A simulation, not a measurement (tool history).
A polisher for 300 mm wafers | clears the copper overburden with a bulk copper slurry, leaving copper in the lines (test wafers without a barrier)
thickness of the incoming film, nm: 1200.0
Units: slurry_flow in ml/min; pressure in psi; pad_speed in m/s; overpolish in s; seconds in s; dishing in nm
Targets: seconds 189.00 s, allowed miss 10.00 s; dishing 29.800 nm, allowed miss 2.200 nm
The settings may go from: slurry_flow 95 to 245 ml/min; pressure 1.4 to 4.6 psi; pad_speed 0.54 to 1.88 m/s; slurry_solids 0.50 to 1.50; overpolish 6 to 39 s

Run 1, hour 0.0: slurry_flow 155 ml/min, pressure 3.0 psi, pad_speed 1.20 m/s, slurry_solids 1.00, overpolish 20 s. Result: seconds 112.11 s, dishing 98.093 nm.
Run 2, hour 3.5: slurry_flow 155 ml/min, pressure 3.0 psi, pad_speed 1.20 m/s, slurry_solids 0.90, overpolish 20 s. Result: seconds 117.56 s, dishing 96.007 nm.
Run 3, hour 10.4: slurry_flow 160 ml/min, pressure 2.7 psi, pad_speed 1.20 m/s, slurry_solids 0.85, overpolish 17 s. Result: seconds 128.73 s, dishing 83.967 nm.
Run 4, hour 19.2: slurry_flow 160 ml/min, pressure 2.3 psi, pad_speed 1.20 m/s, slurry_solids 0.85, overpolish 17 s. Result: seconds 154.86 s, dishing 74.509 nm.
Run 5, hour 20.9: slurry_flow 175 ml/min, pressure 2.1 psi, pad_speed 1.22 m/s, slurry_solids 0.80, overpolish 15 s. Result: seconds 162.15 s, dishing 63.340 nm.
Run 6, hour 29.5: slurry_flow 190 ml/min, pressure 2.0 psi, pad_speed 1.24 m/s, slurry_solids 0.75, overpolish 13 s. Result: seconds 173.31 s, dishing 55.178 nm.
Run 7, hour 31.4: slurry_flow 235 ml/min, pressure 1.4 psi, pad_speed 1.58 m/s, slurry_solids 0.50, overpolish 6 s. Result: seconds 223.93 s, dishing 24.279 nm.
Run 8, hour 38.5: slurry_flow 230 ml/min, pressure 1.5 psi, pad_speed 1.58 m/s, slurry_solids 0.50, overpolish 6 s. Result: seconds 208.08 s, dishing 26.495 nm.
Run 9, hour 43.2: slurry_flow 225 ml/min, pressure 1.5 psi, pad_speed 1.58 m/s, slurry_solids 0.50, overpolish 6 s. Result: seconds 210.83 s, dishing 26.762 nm.

Which of these 5 next moves meets every target?
Run A, hour 47.9: slurry_flow 190 ml/min, pressure 1.4 psi, pad_speed 1.44 m/s, slurry_solids 0.70, overpolish 9 s. Result: seconds ?, dishing ?.
Run B, hour 47.9: slurry_flow 245 ml/min, pressure 1.5 psi, pad_speed 1.76 m/s, slurry_solids 0.50, overpolish 6 s. Result: seconds ?, dishing ?.
Run C, hour 47.9: slurry_flow 245 ml/min, pressure 1.4 psi, pad_speed 1.50 m/s, slurry_solids 0.50, overpolish 6 s. Result: seconds ?, dishing ?.
Run D, hour 47.9: slurry_flow 240 ml/min, pressure 1.7 psi, pad_speed 1.42 m/s, slurry_solids 0.50, overpolish 6 s. Result: seconds ?, dishing ?.
Run E, hour 47.9: slurry_flow 195 ml/min, pressure 1.6 psi, pad_speed 1.38 m/s, slurry_solids 0.50, overpolish 9 s. Result: seconds ?, dishing ?.

move  seconds  dishing
   A   219.48   35.493
   B   189.80   28.908
   C   236.78   23.868
   D   208.46   26.912
   E   233.09   34.208
A: further off than the last run
B: meets every target
C: further off than the last run
D: nearer than the last run, and not there yet
E: further off than the last run
Move B is the one to make.
